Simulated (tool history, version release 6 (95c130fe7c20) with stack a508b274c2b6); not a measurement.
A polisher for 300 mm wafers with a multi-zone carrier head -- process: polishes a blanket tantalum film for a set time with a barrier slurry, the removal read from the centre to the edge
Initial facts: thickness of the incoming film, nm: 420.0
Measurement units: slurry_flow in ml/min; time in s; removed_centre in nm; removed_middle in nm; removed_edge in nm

run	day	slurry_flow	centre_zone	middle_zone	edge_zone	slurry_solids	time	removed_centre	removed_middle	removed_edge
1	0	295	1	1	1	1	57	88.803	85.939	88.142
2	0.125	230	1	1	1	1	57	83.618	83.993	87.628
3	0.483	230	1	1	1	1	44	65.952	64.35	67.149
4	0.762	230	1	1	1.05	1	44	65.825	64.882	68.9
5	0.829	230	1	1	0.97	1	44	65.936	64.833	67.753
6	1.188	230	1.08	1	0.97	1	44	69.051	64.189	67.974
7	1.417	215	1.05	0.96	1	1	44	67.68	61.77	66.392
8	1.442	205	1.01	0.92	1.05	1	44	64.443	59.013	67.589
9	1.796	200	1	0.9	1.06	1	44	64.223	57.805	69.829

For run 10, what comes out?
10	2.117	200	0.99	0.89	1.05	0.95	44	?	?	?

removed_centre: 62.944 nm
removed_middle: 55.932 nm
removed_edge: 67.252 nm
